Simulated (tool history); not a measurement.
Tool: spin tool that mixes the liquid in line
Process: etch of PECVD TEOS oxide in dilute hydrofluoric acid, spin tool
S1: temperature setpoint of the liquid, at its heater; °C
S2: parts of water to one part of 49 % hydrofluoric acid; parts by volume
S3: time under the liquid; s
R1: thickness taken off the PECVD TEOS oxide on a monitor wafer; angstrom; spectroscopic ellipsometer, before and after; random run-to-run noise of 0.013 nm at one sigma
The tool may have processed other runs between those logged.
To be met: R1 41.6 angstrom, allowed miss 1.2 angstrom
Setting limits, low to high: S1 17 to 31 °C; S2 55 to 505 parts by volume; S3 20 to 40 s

{"run": 1, "hour": 0.0, "S1": 23, "S2": 280, "S3": 40, "R1": 22.554}
{"run": 2, "hour": 8.1, "S1": 23, "S2": 200, "S3": 40, "R1": 33.956}
{"run": 3, "hour": 11.7, "S1": 23, "S2": 200, "S3": 40, "R1": 34.265}
{"run": 4, "hour": 15.3, "S1": 23, "S2": 200, "S3": 40, "R1": 34.193}
{"run": 5, "hour": 18.3, "S1": 24, "S2": 200, "S3": 40, "R1": 35.688}
{"hour": 21.2, "done": "thermometer replaced"}
{"run": 6, "hour": 21.2, "S1": 24, "S2": 200, "S3": 40, "R1": 33.991}
{"run": 7, "hour": 22.2, "S1": 24, "S2": 195, "S3": 40, "R1": 35.294}
{"run": 8, "hour": 30.2, "S1": 25, "S2": 190, "S3": 40, "R1": 37.759}
{"run": 9, "hour": 31.7, "S1": 25.5, "S2": 190, "S3": 40, "R1": 38.265}
{"run": 10, "hour": 33.3, "S1": 26, "S2": 190, "S3": 40, "R1": 39.051}
{"run": 11, "hour": 37.8, "S1": 26.5, "S2": 190, "S3": 40, "R1": 39.623}

Exactly one of the 5 candidate moves below puts every result within its allowed miss. Which one?
{"run": "A", "hour": 42.3, "S1": 26, "S2": 170, "S3": 40, "R1": "?"}
{"run": "B", "hour": 42.3, "S1": 26.5, "S2": 170, "S3": 40, "R1": "?"}
{"run": "C", "hour": 42.3, "S1": 30.5, "S2": 190, "S3": 40, "R1": "?"}
{"run": "D", "hour": 42.3, "S1": 27.5, "S2": 190, "S3": 40, "R1": "?"}
{"run": "E", "hour": 42.3, "S1": 24, "S2": 190, "S3": 40, "R1": "?"}

move=A R1=44.677
move=B R1=45.507
move=C R1=45.833
move=D R1=41.237
move=E R1=36.291
A: moves the result that the last run missed by most past its target, out the other side
B: moves the result that the last run missed by most past its target, out the other side
C: moves the result that the last run missed by most past its target, out the other side
D: all results in spec
E: misses by more than the last run did
Answer: D
